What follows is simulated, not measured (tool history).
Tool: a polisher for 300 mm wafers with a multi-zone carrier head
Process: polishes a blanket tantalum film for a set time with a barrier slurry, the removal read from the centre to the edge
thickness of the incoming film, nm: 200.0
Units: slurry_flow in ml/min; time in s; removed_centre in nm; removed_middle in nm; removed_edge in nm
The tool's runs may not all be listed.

run 1 hour=0 | slurry_flow=235 centre_zone=1 middle_zone=1 edge_zone=1 slurry_solids=1 time=45 | removed_centre=72.354 removed_middle=70.463 removed_edge=72.897
run 2 hour=8.2 | slurry_flow=245 centre_zone=0.99 middle_zone=1.03 edge_zone=1.04 slurry_solids=1.1 time=45 | removed_centre=72.666 removed_middle=73.716 removed_edge=75.536
run 3 hour=12.9 | slurry_flow=250 centre_zone=0.98 middle_zone=1.05 edge_zone=1.07 slurry_solids=1.2 time=46 | removed_centre=74.403 removed_middle=77.643 removed_edge=81.174
run 4 hour=16.8 | slurry_flow=250 centre_zone=0.98 middle_zone=1.05 edge_zone=1.07 slurry_solids=1.05 time=46 | removed_centre=73.749 removed_middle=76.238 removed_edge=77.39
run 5 hour=24.8 | slurry_flow=250 centre_zone=0.98 middle_zone=0.98 edge_zone=1.07 slurry_solids=1.05 time=46 | removed_centre=70.221 removed_middle=72.772 removed_edge=78.257
run 6 hour=30.7 | slurry_flow=250 centre_zone=0.98 middle_zone=0.91 edge_zone=1.07 slurry_solids=1.05 time=46 | removed_centre=73.63 removed_middle=69.441 removed_edge=77.642

The next listed run, before its measurement:
run 7 hour=39.5 | slurry_flow=260 centre_zone=0.98 middle_zone=0.97 edge_zone=1.08 slurry_solids=1.15 time=46 | removed_centre=? removed_middle=? removed_edge=?

Run 7 gave removed_centre 74.355 nm, removed_middle 73.986 nm, removed_edge 79.701 nm.
